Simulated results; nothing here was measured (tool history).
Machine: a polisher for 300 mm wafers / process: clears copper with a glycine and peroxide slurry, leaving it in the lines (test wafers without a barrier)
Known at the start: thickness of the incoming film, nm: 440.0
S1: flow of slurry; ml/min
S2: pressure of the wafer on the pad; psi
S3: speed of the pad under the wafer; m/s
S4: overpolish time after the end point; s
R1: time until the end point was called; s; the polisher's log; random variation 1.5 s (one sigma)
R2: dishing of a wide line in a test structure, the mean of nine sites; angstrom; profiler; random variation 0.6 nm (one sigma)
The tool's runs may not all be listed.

{"run": 1, "hour": 0.0, "S1": 145, "S2": 2.7, "S3": 0.94, "S4": 14, "R1": 114.71, "R2": 383.04}
{"run": 2, "hour": 8.7, "S1": 140, "S2": 2.5, "S3": 0.94, "S4": 13, "R1": 125.27, "R2": 330.68}
{"run": 3, "hour": 12.5, "S1": 155, "S2": 2.5, "S3": 0.94, "S4": 13, "R1": 120.49, "R2": 341.42}
{"run": 4, "hour": 18.3, "S1": 155, "S2": 3.1, "S3": 0.94, "S4": 13, "R1": 101.16, "R2": 403.96}
{"run": 5, "hour": 25.2, "S1": 155, "S2": 3.1, "S3": 0.94, "S4": 18, "R1": 102.14, "R2": 523.49}
{"run": 6, "hour": 32.8, "S1": 180, "S2": 3.1, "S3": 0.94, "S4": 18, "R1": 97.751, "R2": 547.64}
{"run": 7, "hour": 35.9, "S1": 140, "S2": 2.4, "S3": 0.92, "S4": 12, "R1": 127.23, "R2": 296.8}
{"run": 8, "hour": 38.7, "S1": 135, "S2": 2.3, "S3": 0.92, "S4": 12, "R1": 132.99, "R2": 281.96}
{"hour": 47.5, "done": "slurry nozzle cleaned"}
{"run": 9, "hour": 47.5, "S1": 130, "S2": 2.2, "S3": 0.92, "S4": 12, "R1": 130.17, "R2": 280.51}
{"run": 10, "hour": 51.8, "S1": 130, "S2": 2.1, "S3": 0.92, "S4": 12, "R1": 136.94, "R2": 278.78}

What will run 11 give?
{"run": 11, "hour": 57.9, "S1": 130, "S2": 2.0, "S3": 0.92, "S4": 12, "R1": "?", "R2": "?"}

Run 11 produced R1 140.640 s, R2 271.40 angstrom.
